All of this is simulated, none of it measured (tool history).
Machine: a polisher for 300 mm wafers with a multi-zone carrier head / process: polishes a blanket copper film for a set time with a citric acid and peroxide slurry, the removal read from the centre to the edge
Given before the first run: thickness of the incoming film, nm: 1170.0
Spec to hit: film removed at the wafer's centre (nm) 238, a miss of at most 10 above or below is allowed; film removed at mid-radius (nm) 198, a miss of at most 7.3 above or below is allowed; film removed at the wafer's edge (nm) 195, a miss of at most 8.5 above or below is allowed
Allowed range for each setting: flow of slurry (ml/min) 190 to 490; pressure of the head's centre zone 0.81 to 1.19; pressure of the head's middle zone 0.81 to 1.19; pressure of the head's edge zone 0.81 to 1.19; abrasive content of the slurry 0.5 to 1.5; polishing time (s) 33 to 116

| run | hour | flow of slurry (ml/min) | pressure of the head's centre zone | pressure of the head's middle zone | pressure of the head's edge zone | abrasive content of the slurry | polishing time (s) | film removed at the wafer's centre (nm) | film removed at mid-radius (nm) | film removed at the wafer's edge (nm) |
|---|---|---|---|---|---|---|---|---|---|---|
| 1 | 0 | 315 | 1 | 1 | 1 | 1 | 74 | 190.98 | 182.96 | 185.66 |
| 2 | 3.3 | 320 | 1.04 | 1.01 | 1 | 1.05 | 74 | 200.8 | 190.1 | 188.22 |
| 3 | 4.1 | 320 | 1.04 | 1.01 | 1 | 1.05 | 57 | 153.4 | 146.17 | 150.07 |
| 4 | 9.8 | 320 | 1 | 1.01 | 1 | 1.05 | 57 | 148.47 | 148.95 | 149.11 |
| 5 | 18.7 | 320 | 1.04 | 1.01 | 1 | 1.05 | 57 | 154.54 | 147.92 | 149.1 |
| 6 | 22.8 | 320 | 1.04 | 1.01 | 1 | 0.95 | 57 | 150.9 | 141.26 | 143.09 |
| 7 | 28 | 320 | 1.04 | 1.01 | 1 | 0.95 | 57 | 151.91 | 142.76 | 143.16 |
| 8 | 29.5 | 330 | 1.08 | 1.01 | 0.98 | 1.05 | 61 | 171.18 | 157.37 | 157.98 |
| 9 | 32.6 | 330 | 1.11 | 1 | 0.95 | 1.1 | 64 | 189.73 | 167.53 | 164.63 |
| 10 | 34.1 | 335 | 1.13 | 1 | 0.95 | 1.2 | 65 | 196.76 | 169.13 | 173.46 |
| 11 | 42.9 | 340 | 1.15 | 1.01 | 0.93 | 1.25 | 67 | 212.88 | 184.14 | 173.39 |
| 12 | 46.9 | 345 | 1.16 | 1.01 | 0.94 | 1.3 | 68 | 216.8 | 187.22 | 184.49 |
| 13 | 47.9 | 345 | 1.17 | 1.01 | 0.93 | 1.35 | 69 | 229.83 | 186.7 | 188.14 |

Consider the 4 candidate settings below. Which is the only one whose results all fall within their allowed miss of target?
| A | 48.9 | 315 | 1.19 | 0.9 | 0.92 | 1.5 | 67 | ? | ? | ? |
| B | 48.9 | 300 | 1.19 | 1.01 | 0.9 | 1.5 | 65 | ? | ? | ? |
| C | 48.9 | 360 | 1.12 | 0.94 | 0.85 | 1.5 | 74 | ? | ? | ? |
| D | 48.9 | 415 | 1.17 | 0.92 | 0.95 | 1.5 | 67 | ? | ? | ? |

| move | film removed at the wafer's centre (nm) | film removed at mid-radius (nm) | film removed at the wafer's edge (nm) |
|---|---|---|---|
| A | 228.17 | 172.73 | 182.55 |
| B | 220.27 | 182.36 | 174.39 |
| C | 240.47 | 199.89 | 196.29 |
| D | 230.35 | 179.97 | 188.73 |
A: misses by more than the last run did
B: misses by more than the last run did
C: each result inside its tolerance
D: misses by more than the last run did
C is the move that brings every result within its allowed miss.
